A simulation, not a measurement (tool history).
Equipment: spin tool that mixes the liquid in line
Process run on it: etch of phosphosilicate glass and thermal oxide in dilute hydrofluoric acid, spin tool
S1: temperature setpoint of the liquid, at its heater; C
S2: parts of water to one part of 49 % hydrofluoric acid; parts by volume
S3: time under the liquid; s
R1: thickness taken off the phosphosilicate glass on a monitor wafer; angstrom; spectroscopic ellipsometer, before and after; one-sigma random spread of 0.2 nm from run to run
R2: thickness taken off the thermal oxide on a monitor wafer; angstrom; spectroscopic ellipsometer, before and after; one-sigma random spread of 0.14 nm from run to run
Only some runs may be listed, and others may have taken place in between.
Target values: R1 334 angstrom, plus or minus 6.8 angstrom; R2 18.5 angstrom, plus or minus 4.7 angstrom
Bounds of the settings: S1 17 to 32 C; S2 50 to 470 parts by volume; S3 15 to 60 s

| run | hour | S1 | S2 | S3 | R1 | R2 |
|---|---|---|---|---|---|---|
| 1 | 0 | 24 | 260 | 30 | 87.105 | 5.1459 |
| 2 | 8.3 | 25.5 | 220 | 30 | 113.13 | 6.278 |
| 3 | 14.6 | 25.5 | 290 | 30 | 80.136 | 4.0897 |
| 4 | 22.5 | 26.5 | 245 | 30 | 102.82 | 5.4584 |
| 5 | 24.8 | 26.5 | 245 | 40 | 136.46 | 7.8393 |
| 6 | 26.5 | 26.5 | 210 | 40 | 166.92 | 8.5047 |
| 7 | 34 | 27 | 190 | 40 | 189.53 | 9.1658 |
| 8 | 40.1 | 27.5 | 175 | 40 | 215.59 | 13.149 |
| 9 | 43.5 | 29 | 105 | 40 | 412.74 | 21.333 |
| 10 | 52 | 25.5 | 105 | 40 | 364.04 | 19.867 |
| 11 | 57.2 | 25 | 105 | 40 | 356 | 20.126 |
| 12 | 62.4 | 24.5 | 105 | 40 | 350.3 | 18.236 |
| 13 | 66.7 | 24 | 105 | 40 | 343.73 | 20.961 |

Of the 4 settings listed for the next run, only one would bring every result within its allowed miss of target. Which one?
| A | 71 | 32 | 140 | 45 | ? | ? |
| B | 71 | 24.5 | 125 | 50 | ? | ? |
| C | 71 | 21 | 135 | 55 | ? | ? |
| D | 71 | 27 | 105 | 35 | ? | ? |

| move | R1 | R2 |
|---|---|---|
| A | 371.44 | 19.2 |
| B | 356.78 | 18.442 |
| C | 313.16 | 16.187 |
| D | 335.69 | 17.352 |
A: its largest miss is bigger than the last run's
B: its largest miss is bigger than the last run's
C: takes the biggest miss from the last run beyond its target
D: hits every target within its allowed miss
D meets every target.

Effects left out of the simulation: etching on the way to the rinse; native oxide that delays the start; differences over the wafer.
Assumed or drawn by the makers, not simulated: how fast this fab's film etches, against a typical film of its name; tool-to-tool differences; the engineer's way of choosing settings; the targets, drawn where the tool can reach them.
